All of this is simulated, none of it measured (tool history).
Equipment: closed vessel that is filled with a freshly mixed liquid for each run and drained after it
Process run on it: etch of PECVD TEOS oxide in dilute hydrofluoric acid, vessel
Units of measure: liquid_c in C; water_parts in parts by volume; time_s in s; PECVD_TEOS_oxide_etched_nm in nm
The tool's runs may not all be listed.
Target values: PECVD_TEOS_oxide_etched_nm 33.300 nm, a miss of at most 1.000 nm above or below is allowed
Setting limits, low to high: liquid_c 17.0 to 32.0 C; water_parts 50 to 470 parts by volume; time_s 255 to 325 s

run,hour,liquid_c,water_parts,time_s,PECVD_TEOS_oxide_etched_nm
1,0.0,24.0,260,325,21.016
2,3.3,22.0,260,325,19.653
3,11.0,22.0,260,325,19.286
4,17.9,23.5,255,325,21.049
5,19.4,24.5,250,325,22.831
6,21.5,24.5,250,255,17.399
7,26.9,25.0,230,255,19.900
8,35.9,25.5,215,255,21.858
9,39.1,26.0,205,255,23.787
10,41.9,26.5,200,255,25.001
11,47.0,27.0,195,255,26.126
12,55.2,31.0,175,255,34.429

Which single option among these 4 for the next run brings every result within its allowed miss of target? Just one does.
A,63.4,30.5,165,255,?
B,63.4,28.5,185,290,?
C,63.4,31.5,170,255,?
D,63.4,32.0,195,295,?

move,PECVD_TEOS_oxide_etched_nm
A,35.916
B,33.098
C,35.868
D,35.622
A: further off than the last run
B: in spec on every target
C: further off than the last run
D: further off than the last run
Correct choice: B, which meets every target
